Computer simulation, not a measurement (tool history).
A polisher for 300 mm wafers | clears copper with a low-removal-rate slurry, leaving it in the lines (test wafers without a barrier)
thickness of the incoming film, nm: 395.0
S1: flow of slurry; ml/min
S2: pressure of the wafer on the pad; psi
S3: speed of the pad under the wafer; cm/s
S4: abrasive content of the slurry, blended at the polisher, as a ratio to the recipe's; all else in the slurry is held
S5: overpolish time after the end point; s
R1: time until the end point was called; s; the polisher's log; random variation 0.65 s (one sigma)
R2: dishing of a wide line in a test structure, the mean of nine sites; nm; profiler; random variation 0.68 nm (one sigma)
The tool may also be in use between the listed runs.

run,hour,S1,S2,S3,S4,S5,R1,R2
1,0.0,240,3.4,124,1.0,22,95.335,67.001
2,7.1,240,3.4,124,1.1,22,95.111,67.777
3,12.8,280,3.4,124,1.1,22,93.457,67.087
4,13.9,280,3.8,124,1.1,22,84.071,75.381
5,22.3,225,3.8,124,1.1,22,86.434,73.987
6,24.9,225,3.1,124,1.1,22,104.350,61.113
7,31.6,235,3.4,126,1.1,19,93.434,61.202
8,33.4,240,3.6,126,1.1,17,88.221,57.975
9,36.7,240,3.6,126,1.1,17,87.741,57.686

The next listed run, before its measurement:
10,39.4,245,3.8,126,1.1,16,?,?

R1: 84.120 s
R2: 56.982 nm
